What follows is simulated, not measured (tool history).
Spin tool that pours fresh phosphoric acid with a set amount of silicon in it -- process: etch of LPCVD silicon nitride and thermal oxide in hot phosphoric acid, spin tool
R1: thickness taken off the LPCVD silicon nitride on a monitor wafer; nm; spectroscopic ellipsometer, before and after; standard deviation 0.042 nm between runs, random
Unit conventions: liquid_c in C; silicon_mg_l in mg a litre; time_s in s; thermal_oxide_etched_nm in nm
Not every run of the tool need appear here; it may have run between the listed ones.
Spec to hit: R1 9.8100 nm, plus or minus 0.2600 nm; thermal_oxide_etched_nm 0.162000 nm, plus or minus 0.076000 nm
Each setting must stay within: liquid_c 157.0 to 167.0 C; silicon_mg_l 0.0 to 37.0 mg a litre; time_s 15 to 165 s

{"run": 1, "hour": 0.0, "liquid_c": 162.0, "silicon_mg_l": 16.0, "time_s": 85, "R1": 7.477, "thermal_oxide_etched_nm": 0.17088}
{"run": 2, "hour": 2.1, "liquid_c": 162.5, "silicon_mg_l": 18.0, "time_s": 85, "R1": 7.6047, "thermal_oxide_etched_nm": 0.23519}
{"run": 3, "hour": 10.5, "liquid_c": 162.5, "silicon_mg_l": 18.0, "time_s": 65, "R1": 5.8638, "thermal_oxide_etched_nm": 0.16056}
{"run": 4, "hour": 15.8, "liquid_c": 162.0, "silicon_mg_l": 18.0, "time_s": 70, "R1": 6.1914, "thermal_oxide_etched_nm": 0.1786}
{"run": 5, "hour": 18.4, "liquid_c": 162.0, "silicon_mg_l": 18.0, "time_s": 50, "R1": 4.3924, "thermal_oxide_etched_nm": 0.12834}
{"run": 6, "hour": 23.4, "liquid_c": 162.5, "silicon_mg_l": 20.5, "time_s": 55, "R1": 4.9429, "thermal_oxide_etched_nm": 0.094653}
{"run": 7, "hour": 24.3, "liquid_c": 163.0, "silicon_mg_l": 20.5, "time_s": 60, "R1": 5.473, "thermal_oxide_etched_nm": 0.11629}
{"run": 8, "hour": 31.7, "liquid_c": 163.5, "silicon_mg_l": 20.5, "time_s": 65, "R1": 5.9881, "thermal_oxide_etched_nm": 0.18434}
{"run": 9, "hour": 33.3, "liquid_c": 163.5, "silicon_mg_l": 22.5, "time_s": 70, "R1": 6.4702, "thermal_oxide_etched_nm": 0.16462}
{"run": 10, "hour": 36.4, "liquid_c": 163.5, "silicon_mg_l": 24.5, "time_s": 75, "R1": 6.9382, "thermal_oxide_etched_nm": 0.17226}

4 candidate next runs follow, results not yet known. Just one meets every target within its allowed miss. Identify it.
{"run": "A", "hour": 39.5, "liquid_c": 164.0, "silicon_mg_l": 33.0, "time_s": 105, "R1": "?", "thermal_oxide_etched_nm": "?"}
{"run": "B", "hour": 39.5, "liquid_c": 166.0, "silicon_mg_l": 15.0, "time_s": 45, "R1": "?", "thermal_oxide_etched_nm": "?"}
{"run": "C", "hour": 39.5, "liquid_c": 157.0, "silicon_mg_l": 37.0, "time_s": 155, "R1": "?", "thermal_oxide_etched_nm": "?"}
{"run": "D", "hour": 39.5, "liquid_c": 162.0, "silicon_mg_l": 30.0, "time_s": 100, "R1": "?", "thermal_oxide_etched_nm": "?"}

move=A R1=9.9559 thermal_oxide_etched_nm=0.201290
move=B R1=4.5563 thermal_oxide_etched_nm=0.181300
move=C R1=11.6240 thermal_oxide_etched_nm=0.144900
move=D R1=8.8740 thermal_oxide_etched_nm=0.188220
A: every result lands within tolerance
B: the biggest miss grows against the last run
C: moves the result that the last run missed by most past its target, out the other side
D: moves toward the targets from the last run without getting all of them in spec
The right move is A.
